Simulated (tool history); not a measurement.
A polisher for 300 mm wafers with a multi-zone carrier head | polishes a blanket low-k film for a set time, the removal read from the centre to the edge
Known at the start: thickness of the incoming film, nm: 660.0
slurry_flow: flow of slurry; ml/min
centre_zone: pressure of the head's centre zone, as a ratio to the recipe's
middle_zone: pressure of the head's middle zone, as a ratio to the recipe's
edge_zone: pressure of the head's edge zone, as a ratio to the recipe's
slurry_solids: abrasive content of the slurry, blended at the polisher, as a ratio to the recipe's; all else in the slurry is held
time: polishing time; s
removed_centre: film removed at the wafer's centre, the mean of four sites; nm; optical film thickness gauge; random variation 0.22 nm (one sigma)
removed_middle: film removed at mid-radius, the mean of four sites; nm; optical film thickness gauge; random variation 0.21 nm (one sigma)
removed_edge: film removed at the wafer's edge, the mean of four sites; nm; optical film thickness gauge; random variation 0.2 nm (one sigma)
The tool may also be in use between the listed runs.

run	hour	slurry_flow	centre_zone	middle_zone	edge_zone	slurry_solids	time	removed_centre	removed_middle	removed_edge
1	0	220	1	1	1	1	64	22.387	24.048	23.309
2	2	215	0.98	1.02	0.95	0.9	64	21.7	23.293	21.965
3	5.2	180	0.98	1.02	0.95	0.9	64	20.687	22.713	21.226
4	12.8	170	0.96	1.04	0.92	0.85	64	19.887	22.926	20.697
5	15.6	170	0.96	1.09	0.92	0.85	64	19.913	23.516	21.025
6	21.2	170	0.96	1.16	0.92	0.85	64	19.825	24.795	20.626
7	25.5	170	0.96	1.15	0.91	0.8	64	19.941	23.76	20.131
8	26.9	165	0.95	1.15	0.9	0.75	64	19.196	24.086	19.567
9	28.2	165	0.95	1.15	0.9	0.75	64	18.723	23.438	19.558
10	35.6	165	0.95	1.14	0.89	0.75	64	18.537	23.201	19.565
11	39.8	165	0.96	1.14	0.88	0.75	64	19.305	23.825	19.412

Forecast run 12:
12	46.6	165	0.96	1.12	0.88	0.75	64	?	?	?

{"run 12": {"removed_centre": 18.922, "removed_middle": 22.824, "removed_edge": 19.202}}
